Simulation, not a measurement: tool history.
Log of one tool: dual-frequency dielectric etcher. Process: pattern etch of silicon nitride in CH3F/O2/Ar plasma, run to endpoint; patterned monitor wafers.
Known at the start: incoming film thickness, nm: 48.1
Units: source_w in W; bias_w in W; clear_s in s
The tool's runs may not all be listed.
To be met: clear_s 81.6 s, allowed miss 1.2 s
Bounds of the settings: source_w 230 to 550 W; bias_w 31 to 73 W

{"run": 1, "hour": 0.0, "source_w": 390, "bias_w": 52, "clear_s": 73.566}
{"run": 2, "hour": 2.0, "source_w": 380, "bias_w": 52, "clear_s": 73.991}
{"run": 3, "hour": 5.4, "source_w": 350, "bias_w": 52, "clear_s": 76.283}
{"run": 4, "hour": 7.2, "source_w": 380, "bias_w": 52, "clear_s": 74.228}
{"run": 5, "hour": 12.2, "source_w": 370, "bias_w": 52, "clear_s": 74.268}
{"run": 6, "hour": 14.2, "source_w": 370, "bias_w": 57, "clear_s": 72.365}
{"run": 7, "hour": 22.9, "source_w": 350, "bias_w": 57, "clear_s": 73.121}
{"run": 8, "hour": 29.8, "source_w": 330, "bias_w": 56, "clear_s": 74.805}

Which of these 5 next moves meets every target?
{"run": "A", "hour": 36.7, "source_w": 250, "bias_w": 53, "clear_s": "?"}
{"run": "B", "hour": 36.7, "source_w": 230, "bias_w": 63, "clear_s": "?"}
{"run": "C", "hour": 36.7, "source_w": 320, "bias_w": 48, "clear_s": "?"}
{"run": "D", "hour": 36.7, "source_w": 400, "bias_w": 70, "clear_s": "?"}
{"run": "E", "hour": 36.7, "source_w": 230, "bias_w": 52, "clear_s": "?"}

move=A clear_s=81.603
move=B clear_s=77.98
move=C clear_s=79.53
move=D clear_s=65.23
move=E clear_s=83.797
A: meets every target
B: nearer than the last run, and not there yet
C: nearer than the last run, and not there yet
D: further off than the last run
E: takes the result that was furthest off past its target
Answer: A

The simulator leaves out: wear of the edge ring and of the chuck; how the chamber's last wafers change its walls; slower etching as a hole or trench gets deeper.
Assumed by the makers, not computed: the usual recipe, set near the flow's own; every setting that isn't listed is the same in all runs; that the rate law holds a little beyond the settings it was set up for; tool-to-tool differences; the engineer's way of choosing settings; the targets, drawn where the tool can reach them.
